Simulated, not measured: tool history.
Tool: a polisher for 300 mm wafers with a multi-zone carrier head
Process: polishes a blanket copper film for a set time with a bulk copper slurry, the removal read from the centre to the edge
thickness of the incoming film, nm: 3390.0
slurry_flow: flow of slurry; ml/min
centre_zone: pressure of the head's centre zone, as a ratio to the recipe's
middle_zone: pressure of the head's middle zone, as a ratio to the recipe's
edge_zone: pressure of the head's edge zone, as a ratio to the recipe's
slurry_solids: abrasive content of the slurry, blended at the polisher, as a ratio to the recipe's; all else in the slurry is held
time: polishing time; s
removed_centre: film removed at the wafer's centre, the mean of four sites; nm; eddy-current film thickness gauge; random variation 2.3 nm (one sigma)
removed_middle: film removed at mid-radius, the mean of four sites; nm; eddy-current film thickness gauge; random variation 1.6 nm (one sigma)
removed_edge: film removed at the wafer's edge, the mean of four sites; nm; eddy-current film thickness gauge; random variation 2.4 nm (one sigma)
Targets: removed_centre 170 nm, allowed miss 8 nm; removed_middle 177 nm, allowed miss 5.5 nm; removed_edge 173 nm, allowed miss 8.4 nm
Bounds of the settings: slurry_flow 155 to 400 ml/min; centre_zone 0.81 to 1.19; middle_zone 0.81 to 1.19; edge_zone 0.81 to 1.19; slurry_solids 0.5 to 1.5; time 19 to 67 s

run    day  slurry_flow  centre_zone  middle_zone  edge_zone  slurry_solids  time  removed_centre  removed_middle  removed_edge
  1      0          255            1            1          1              1    43          362.44           317.1        316.25
  2  0.025          255            1         1.03          1              1    43          365.79          326.89        321.22
  3  0.292          255            1         1.03       0.96              1    43          363.47           321.1         317.8
  4  0.575          255         0.97         1.04       0.95            0.9    38          306.46           279.9        269.74
  5  0.692          245         0.93         1.03       0.96            0.8    35          263.86          257.64        243.18
  6  0.838          205         0.93         1.03       0.96            0.8    35          255.68          248.06        237.58
  7  1.012          185         0.83         0.98       0.91           0.55    24          152.21          151.12        153.16
  8  1.296          205         0.83         0.99       0.93           0.55    24          153.69           157.8        153.77
  9  1.358          210         0.84         0.99       0.96            0.6    24          153.97          160.46        160.14
 10  1.488          225         0.85         0.99       0.97            0.6    24          155.32          159.72        156.83
     1.862  -- centre zone pressure recalibrated
 11  1.862          215         0.86            1       0.97           0.65    24          145.41           161.3        168.38
 12  2.138          230         0.87            1       0.97           0.65    24          147.76          163.61        164.61
 13  2.196          245         0.96         1.02       1.02           0.85    25          179.96          180.76        184.49

Which of these 4 next moves meets every target?
  A  2.254          200         0.87         1.02       1.06            0.9    27               ?               ?             ?
  B  2.254          160          0.9         1.03       1.07           0.95    27               ?               ?             ?
  C  2.254          230         0.88         1.06       1.02           0.85    24               ?               ?             ?
  D  2.254          190         0.96         1.04       0.98           0.65    26               ?               ?             ?

move  removed_centre  removed_middle  removed_edge
   A          170.36           192.5        202.11
   B           172.7          191.01        201.12
   C          154.15          177.69        176.45
   D          170.47           178.3        177.48
A: further off than the last run
B: further off than the last run
C: brings the result that was furthest off to its target, and leaves another outside
D: meets every target
Move D is the one to make.
